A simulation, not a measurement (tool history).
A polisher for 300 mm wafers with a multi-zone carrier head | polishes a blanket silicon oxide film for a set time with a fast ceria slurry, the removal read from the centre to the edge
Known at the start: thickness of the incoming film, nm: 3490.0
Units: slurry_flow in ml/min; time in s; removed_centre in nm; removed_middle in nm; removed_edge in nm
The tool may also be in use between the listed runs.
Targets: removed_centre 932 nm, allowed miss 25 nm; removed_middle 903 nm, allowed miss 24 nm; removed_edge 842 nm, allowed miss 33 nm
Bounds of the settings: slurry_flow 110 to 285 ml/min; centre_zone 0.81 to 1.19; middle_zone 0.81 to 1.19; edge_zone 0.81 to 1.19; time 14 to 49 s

Run 1, day 0: slurry_flow 180 ml/min, centre_zone 1, middle_zone 1, edge_zone 1, time 31 s. Result: removed_centre 542.2 nm, removed_middle 572.67 nm, removed_edge 544.77 nm.
Run 2, day 0.075: slurry_flow 180 ml/min, centre_zone 1, middle_zone 1, edge_zone 1, time 36 s. Result: removed_centre 633.84 nm, removed_middle 665.91 nm, removed_edge 646.38 nm.
Run 3, day 0.258: slurry_flow 180 ml/min, centre_zone 1, middle_zone 1, edge_zone 1.06, time 36 s. Result: removed_centre 629.16 nm, removed_middle 666.64 nm, removed_edge 654.61 nm.
Run 4, day 0.392: slurry_flow 215 ml/min, centre_zone 1, middle_zone 1, edge_zone 1.06, time 36 s. Result: removed_centre 656.32 nm, removed_middle 683.61 nm, removed_edge 660.05 nm.
Run 5, day 0.729: slurry_flow 210 ml/min, centre_zone 1.04, middle_zone 1.03, edge_zone 1.07, time 38 s. Result: removed_centre 705.8 nm, removed_middle 751.44 nm, removed_edge 706.18 nm.
Run 6, day 0.883: slurry_flow 210 ml/min, centre_zone 1.04, middle_zone 1, edge_zone 1.07, time 38 s. Result: removed_centre 716.76 nm, removed_middle 723.01 nm, removed_edge 700.03 nm.
Run 7, day 1.108: slurry_flow 215 ml/min, centre_zone 1.07, middle_zone 1.01, edge_zone 1.08, time 40 s. Result: removed_centre 787.44 nm, removed_middle 766.07 nm, removed_edge 739.89 nm.
Run 8, day 1.262: slurry_flow 225 ml/min, centre_zone 1.09, middle_zone 1.02, edge_zone 1.1, time 41 s. Result: removed_centre 823.32 nm, removed_middle 796.97 nm, removed_edge 775.83 nm.
Run 9, day 1.396: slurry_flow 235 ml/min, centre_zone 1.11, middle_zone 1.04, edge_zone 1.11, time 42 s. Result: removed_centre 850.67 nm, removed_middle 835.78 nm, removed_edge 778.21 nm.
Run 10, day 1.538: slurry_flow 240 ml/min, centre_zone 1.11, middle_zone 1.04, edge_zone 1.12, time 43 s. Result: removed_centre 880.39 nm, removed_middle 851.11 nm, removed_edge 804.02 nm.

Which of these 5 next moves meets every target?
Run A, day 1.679: slurry_flow 280 ml/min, centre_zone 1.13, middle_zone 1.07, edge_zone 1.14, time 43 s. Result: removed_centre ?, removed_middle ?, removed_edge ?.
Run B, day 1.679: slurry_flow 285 ml/min, centre_zone 1.1, middle_zone 1.11, edge_zone 1.1, time 40 s. Result: removed_centre ?, removed_middle ?, removed_edge ?.
Run C, day 1.679: slurry_flow 240 ml/min, centre_zone 0.99, middle_zone 1.1, edge_zone 1.09, time 45 s. Result: removed_centre ?, removed_middle ?, removed_edge ?.
Run D, day 1.679: slurry_flow 205 ml/min, centre_zone 1.07, middle_zone 0.85, edge_zone 1.03, time 49 s. Result: removed_centre ?, removed_middle ?, removed_edge ?.
Run E, day 1.679: slurry_flow 280 ml/min, centre_zone 1.19, middle_zone 1.15, edge_zone 1, time 40 s. Result: removed_centre ?, removed_middle ?, removed_edge ?.

move  removed_centre  removed_middle  removed_edge
   A          931.28          899.44        832.49
   B          845.14          865.18        761.12
   C          836.36          947.31        839.61
   D          959.45          812.42        877.27
   E          913.12          889.95        724.66
A: meets every target
B: further off than the last run
C: takes the result that was furthest off past its target
D: further off than the last run
E: brings the result that was furthest off to its target, and leaves another outside
Move A is the one to make.
